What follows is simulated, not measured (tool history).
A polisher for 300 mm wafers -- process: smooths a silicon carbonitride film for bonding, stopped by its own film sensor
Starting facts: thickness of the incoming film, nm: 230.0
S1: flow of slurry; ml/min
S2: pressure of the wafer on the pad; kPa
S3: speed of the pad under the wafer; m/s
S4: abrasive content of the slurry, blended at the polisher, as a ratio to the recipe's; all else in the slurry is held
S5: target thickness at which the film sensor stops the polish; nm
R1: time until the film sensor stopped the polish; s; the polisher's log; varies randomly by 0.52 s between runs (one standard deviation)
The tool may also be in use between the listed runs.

run 1 hour=0.0 | S1=225 S2=17.2 S3=0.94 S4=1.0 S5=208 | R1=67.192
run 2 hour=0.6 | S1=225 S2=17.9 S3=0.94 S4=1.0 S5=208 | R1=66.214
run 3 hour=9.1 | S1=225 S2=14.5 S3=0.94 S4=1.0 S5=208 | R1=75.900
run 4 hour=16.6 | S1=225 S2=14.5 S3=0.76 S4=1.0 S5=208 | R1=90.380
run 5 hour=17.6 | S1=245 S2=14.5 S3=0.76 S4=1.0 S5=208 | R1=90.726
run 6 hour=22.5 | S1=245 S2=14.5 S3=0.76 S4=1.1 S5=208 | R1=87.761
run 7 hour=24.6 | S1=245 S2=16.5 S3=0.76 S4=1.1 S5=208 | R1=77.602
run 8 hour=32.5 | S1=245 S2=17.9 S3=0.76 S4=1.1 S5=208 | R1=75.002
run 9 hour=41.2 | S1=245 S2=19.3 S3=0.78 S4=1.1 S5=208 | R1=68.971
run 10 hour=45.9 | S1=245 S2=20.7 S3=0.78 S4=1.1 S5=208 | R1=66.206
run 11 hour=50.9 | S1=245 S2=20.7 S3=0.78 S4=1.1 S5=208 | R1=65.808
run 12 hour=53.0 | S1=245 S2=22.1 S3=0.80 S4=1.1 S5=208 | R1=60.890

The next listed run, before its measurement:
run 13 hour=62.0 | S1=245 S2=22.8 S3=0.80 S4=1.1 S5=208 | R1=?

{"run 13": {"R1": 58.628}}

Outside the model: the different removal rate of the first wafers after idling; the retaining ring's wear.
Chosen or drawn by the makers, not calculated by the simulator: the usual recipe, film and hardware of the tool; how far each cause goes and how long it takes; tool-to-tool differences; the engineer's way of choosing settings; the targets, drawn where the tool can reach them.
